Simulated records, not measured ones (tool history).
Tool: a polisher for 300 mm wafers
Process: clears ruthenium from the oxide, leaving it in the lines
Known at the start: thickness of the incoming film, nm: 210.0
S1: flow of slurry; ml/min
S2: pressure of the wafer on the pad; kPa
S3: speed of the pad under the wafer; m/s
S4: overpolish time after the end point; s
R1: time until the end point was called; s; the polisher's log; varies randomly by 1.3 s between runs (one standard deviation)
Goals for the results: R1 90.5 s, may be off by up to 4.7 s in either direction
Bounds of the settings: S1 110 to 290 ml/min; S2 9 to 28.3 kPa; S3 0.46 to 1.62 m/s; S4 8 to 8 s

{"run": 1, "hour": 0.0, "S1": 185, "S2": 18.6, "S3": 1.04, "S4": 8, "R1": 114.39}
{"run": 2, "hour": 3.9, "S1": 210, "S2": 18.6, "S3": 1.04, "S4": 8, "R1": 111.83}
{"run": 3, "hour": 6.7, "S1": 210, "S2": 19.3, "S3": 1.04, "S4": 8, "R1": 106.97}
{"run": 4, "hour": 12.6, "S1": 190, "S2": 19.3, "S3": 1.04, "S4": 8, "R1": 107.82}
{"run": 5, "hour": 21.0, "S1": 190, "S2": 19.3, "S3": 1.04, "S4": 8, "R1": 110.95}
{"run": 6, "hour": 27.5, "S1": 190, "S2": 19.3, "S3": 0.92, "S4": 8, "R1": 120.39}
{"run": 7, "hour": 31.2, "S1": 190, "S2": 20, "S3": 0.92, "S4": 8, "R1": 118.34}
{"run": 8, "hour": 33.3, "S1": 190, "S2": 20.7, "S3": 0.92, "S4": 8, "R1": 116.62}
{"run": 9, "hour": 34.1, "S1": 190, "S2": 20.7, "S3": 0.92, "S4": 8, "R1": 114.68}
{"run": 10, "hour": 37.6, "S1": 190, "S2": 21.4, "S3": 0.92, "S4": 8, "R1": 110.87}
{"run": 11, "hour": 45.6, "S1": 190, "S2": 22.1, "S3": 0.92, "S4": 8, "R1": 108.31}

Which of these 5 next moves meets every target?
{"run": "A", "hour": 53.6, "S1": 200, "S2": 24.8, "S3": 1.16, "S4": 8, "R1": "?"}
{"run": "B", "hour": 53.6, "S1": 190, "S2": 22.8, "S3": 1.08, "S4": 8, "R1": "?"}
{"run": "C", "hour": 53.6, "S1": 185, "S2": 21.4, "S3": 0.7, "S4": 8, "R1": "?"}
{"run": "D", "hour": 53.6, "S1": 190, "S2": 19.3, "S3": 0.7, "S4": 8, "R1": "?"}
{"run": "E", "hour": 53.6, "S1": 205, "S2": 25.5, "S3": 0.62, "S4": 8, "R1": "?"}

move=A R1=80.447
move=B R1=92.692
move=C R1=139.94
move=D R1=152.03
move=E R1=130.6
A: the result that was furthest off in the last run now lies on the other side of its target
B: in spec on every target
C: lands further from the targets than the last run did
D: lands further from the targets than the last run did
E: lands further from the targets than the last run did
Move B is the one to make.
